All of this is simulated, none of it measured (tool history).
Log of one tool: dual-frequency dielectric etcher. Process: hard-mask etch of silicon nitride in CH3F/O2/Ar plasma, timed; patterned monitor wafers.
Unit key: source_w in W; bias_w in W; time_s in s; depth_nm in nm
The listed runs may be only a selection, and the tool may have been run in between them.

{"run": 1, "hour": 0.0, "source_w": 390, "bias_w": 83, "time_s": 288, "depth_nm": 194}
{"run": 2, "hour": 8.6, "source_w": 410, "bias_w": 84, "time_s": 288, "depth_nm": 197.51}
{"run": 3, "hour": 12.5, "source_w": 430, "bias_w": 86, "time_s": 288.5, "depth_nm": 199.4}
{"run": 4, "hour": 15.0, "source_w": 440, "bias_w": 89, "time_s": 290, "depth_nm": 207.28}
{"run": 5, "hour": 22.7, "source_w": 440, "bias_w": 89, "time_s": 288, "depth_nm": 205.52}
{"run": 6, "hour": 29.4, "source_w": 440, "bias_w": 89, "time_s": 300.5, "depth_nm": 213.71}
{"run": 7, "hour": 38.3, "source_w": 450, "bias_w": 90, "time_s": 300.5, "depth_nm": 214.5}
{"run": 8, "hour": 44.6, "source_w": 460, "bias_w": 91, "time_s": 300.5, "depth_nm": 215.03}
{"run": 9, "hour": 53.1, "source_w": 470, "bias_w": 93, "time_s": 300.5, "depth_nm": 219.08}

Expected results for the next run?
{"run": 10, "hour": 58.1, "source_w": 470, "bias_w": 94, "time_s": 300.5, "depth_nm": "?"}

For run 10 the tool returned depth_nm 219.28 nm.
